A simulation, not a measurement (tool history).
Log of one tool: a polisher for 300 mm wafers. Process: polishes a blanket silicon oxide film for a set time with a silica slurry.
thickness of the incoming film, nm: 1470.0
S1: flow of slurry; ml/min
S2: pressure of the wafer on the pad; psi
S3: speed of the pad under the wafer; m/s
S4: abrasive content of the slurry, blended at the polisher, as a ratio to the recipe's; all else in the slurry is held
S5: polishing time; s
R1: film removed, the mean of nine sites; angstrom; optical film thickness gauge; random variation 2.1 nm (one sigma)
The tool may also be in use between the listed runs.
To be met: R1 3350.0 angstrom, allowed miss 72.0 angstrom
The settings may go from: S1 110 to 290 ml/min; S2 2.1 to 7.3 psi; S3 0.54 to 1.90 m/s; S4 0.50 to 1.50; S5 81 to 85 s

{"run": 1, "hour": 0.0, "S1": 185, "S2": 4.7, "S3": 1.22, "S4": 1.0, "S5": 81, "R1": 2408.8}
{"run": 2, "hour": 3.9, "S1": 200, "S2": 5.1, "S3": 1.22, "S4": 1.0, "S5": 81, "R1": 2560.5}
{"run": 3, "hour": 9.4, "S1": 200, "S2": 5.1, "S3": 1.22, "S4": 1.1, "S5": 81, "R1": 2686.5}
{"run": 4, "hour": 13.5, "S1": 200, "S2": 5.8, "S3": 1.22, "S4": 1.1, "S5": 81, "R1": 2925.1}
{"run": 5, "hour": 20.6, "S1": 205, "S2": 6.0, "S3": 1.22, "S4": 1.1, "S5": 81, "R1": 2988.0}
{"run": 6, "hour": 24.8, "S1": 205, "S2": 6.2, "S3": 1.22, "S4": 1.1, "S5": 81, "R1": 3047.3}
{"run": 7, "hour": 32.7, "S1": 210, "S2": 6.4, "S3": 1.22, "S4": 1.1, "S5": 81, "R1": 3116.7}
{"run": 8, "hour": 33.8, "S1": 210, "S2": 6.6, "S3": 1.22, "S4": 1.1, "S5": 81, "R1": 3165.0}
{"run": 9, "hour": 34.6, "S1": 210, "S2": 6.7, "S3": 1.22, "S4": 1.1, "S5": 81, "R1": 3220.8}
{"run": 10, "hour": 40.4, "S1": 210, "S2": 6.8, "S3": 1.22, "S4": 1.1, "S5": 81, "R1": 3263.6}
{"hour": 41.4, "done": "slurry blender recalibrated"}
{"run": 11, "hour": 41.4, "S1": 210, "S2": 6.9, "S3": 1.22, "S4": 1.1, "S5": 81, "R1": 3532.6}
{"run": 12, "hour": 49.6, "S1": 220, "S2": 6.9, "S3": 1.22, "S4": 1.1, "S5": 81, "R1": 3574.7}
{"run": 13, "hour": 51.7, "S1": 215, "S2": 6.9, "S3": 1.22, "S4": 1.1, "S5": 81, "R1": 3609.1}
{"run": 14, "hour": 54.8, "S1": 210, "S2": 6.9, "S3": 1.22, "S4": 1.1, "S5": 81, "R1": 3531.9}
{"run": 15, "hour": 56.0, "S1": 210, "S2": 6.8, "S3": 1.22, "S4": 1.1, "S5": 81, "R1": 3510.9}

4 next moves are on the table. One of them brings every result within its allowed miss. Which?
{"run": "A", "hour": 57.2, "S1": 245, "S2": 5.6, "S3": 1.1, "S4": 1.25, "S5": 85, "R1": "?"}
{"run": "B", "hour": 57.2, "S1": 195, "S2": 7.3, "S3": 1.06, "S4": 0.95, "S5": 83, "R1": "?"}
{"run": "C", "hour": 57.2, "S1": 290, "S2": 4.8, "S3": 1.26, "S4": 1.35, "S5": 81, "R1": "?"}
{"run": "D", "hour": 57.2, "S1": 225, "S2": 7.0, "S3": 1.3, "S4": 0.85, "S5": 81, "R1": "?"}

move=A R1=3199.6
move=B R1=3123.0
move=C R1=3238.0
move=D R1=3367.5
A: takes the result that was furthest off past its target
B: takes the result that was furthest off past its target
C: takes the result that was furthest off past its target
D: meets every target
Answer: D

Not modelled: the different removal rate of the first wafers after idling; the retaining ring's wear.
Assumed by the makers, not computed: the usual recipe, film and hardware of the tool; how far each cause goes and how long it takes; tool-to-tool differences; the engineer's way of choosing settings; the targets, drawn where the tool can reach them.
